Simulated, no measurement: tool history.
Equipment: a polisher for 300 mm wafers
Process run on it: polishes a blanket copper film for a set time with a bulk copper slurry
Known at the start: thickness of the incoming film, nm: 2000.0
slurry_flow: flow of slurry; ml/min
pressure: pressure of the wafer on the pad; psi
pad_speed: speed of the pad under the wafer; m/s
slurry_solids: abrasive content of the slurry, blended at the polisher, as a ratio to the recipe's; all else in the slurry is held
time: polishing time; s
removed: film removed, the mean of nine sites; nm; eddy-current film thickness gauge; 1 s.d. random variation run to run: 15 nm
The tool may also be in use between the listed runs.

run 1 hour=0.0 | slurry_flow=290 pressure=2.5 pad_speed=1.38 slurry_solids=1.00 time=86 | removed=1103.6
run 2 hour=2.3 | slurry_flow=325 pressure=2.5 pad_speed=1.38 slurry_solids=1.00 time=86 | removed=1115.0
run 3 hour=6.6 | slurry_flow=325 pressure=3.0 pad_speed=1.38 slurry_solids=1.00 time=86 | removed=1307.1
run 4 hour=10.4 | slurry_flow=325 pressure=3.0 pad_speed=1.38 slurry_solids=0.80 time=86 | removed=1270.0
run 5 hour=15.3 | slurry_flow=325 pressure=3.0 pad_speed=1.38 slurry_solids=0.95 time=86 | removed=1306.1
run 6 hour=21.0 | slurry_flow=325 pressure=3.1 pad_speed=1.40 slurry_solids=0.95 time=86 | removed=1365.9
run 7 hour=26.0 | slurry_flow=330 pressure=3.8 pad_speed=1.52 slurry_solids=0.95 time=86 | removed=1794.0

Run 8 is up next; what results do you expect?
run 8 hour=28.9 | slurry_flow=330 pressure=3.8 pad_speed=1.54 slurry_solids=0.95 time=86 | removed=?

removed: 1822.6 nm
